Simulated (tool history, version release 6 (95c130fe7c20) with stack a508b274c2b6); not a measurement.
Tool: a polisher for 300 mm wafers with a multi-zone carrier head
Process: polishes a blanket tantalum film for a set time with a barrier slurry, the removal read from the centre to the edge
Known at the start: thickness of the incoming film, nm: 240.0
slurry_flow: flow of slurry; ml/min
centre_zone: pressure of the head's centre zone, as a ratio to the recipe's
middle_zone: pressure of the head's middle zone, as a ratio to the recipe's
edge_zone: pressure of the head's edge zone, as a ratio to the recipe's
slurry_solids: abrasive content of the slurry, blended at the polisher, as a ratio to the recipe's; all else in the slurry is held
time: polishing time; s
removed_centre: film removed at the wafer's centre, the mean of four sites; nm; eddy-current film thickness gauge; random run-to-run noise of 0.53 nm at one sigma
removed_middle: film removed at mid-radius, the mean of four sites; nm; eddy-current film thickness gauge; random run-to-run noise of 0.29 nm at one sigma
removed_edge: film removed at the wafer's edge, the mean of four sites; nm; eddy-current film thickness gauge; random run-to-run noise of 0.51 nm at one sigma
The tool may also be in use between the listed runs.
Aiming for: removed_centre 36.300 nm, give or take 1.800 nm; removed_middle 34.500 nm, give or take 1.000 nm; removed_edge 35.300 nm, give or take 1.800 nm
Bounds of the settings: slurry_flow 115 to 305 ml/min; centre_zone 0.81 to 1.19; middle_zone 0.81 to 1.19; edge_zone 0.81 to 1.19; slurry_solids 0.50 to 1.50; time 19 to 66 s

run  hour  slurry_flow  centre_zone  middle_zone  edge_zone  slurry_solids  time  removed_centre  removed_middle  removed_edge
  1   0.0          195         1.00         1.00       1.00           1.00    42          40.751          41.397        39.900
  2   5.4          185         0.99         0.97       0.97           0.95    42          40.502          40.471        40.806
  3   6.9          185         0.99         0.97       0.97           0.85    42          39.107          38.848        38.759
  4  13.6          185         0.93         0.97       0.97           0.85    42          37.197          39.523        39.249
  5  18.8          185         0.95         0.96       0.97           0.75    42          36.754          37.896        37.463
  6  25.1          180         0.96         0.95       0.97           0.70    42          34.868          36.926        36.921
  7  32.8          180         0.99         0.94       0.96           0.70    42          37.404          36.210        35.254
  8  39.4          175         0.99         0.93       0.97           0.70    42          37.291          35.563        37.382

Exercise: of the 4 proposed moves below, exactly one satisfies all targets within the stated allowed misses. Which move is it?
  A  46.0          135         0.93         0.94       0.93           0.90    42               ?               ?             ?
  B  46.0          130         1.03         0.95       0.98           0.70    41               ?               ?             ?
  C  46.0          190         0.96         0.92       1.03           0.80    41               ?               ?             ?
  D  46.0          205         1.02         1.08       0.81           0.60    43               ?               ?             ?

move  removed_centre  removed_middle  removed_edge
   A          35.926          37.963        38.638
   B          36.264          34.940        36.221
   C          36.398          36.563        39.384
   D          37.933          40.387        34.428
A: misses by more than the last run did
B: each result inside its tolerance
C: misses by more than the last run did
D: the worst result of the last run now meets its target, but another is out of spec
Answer: B
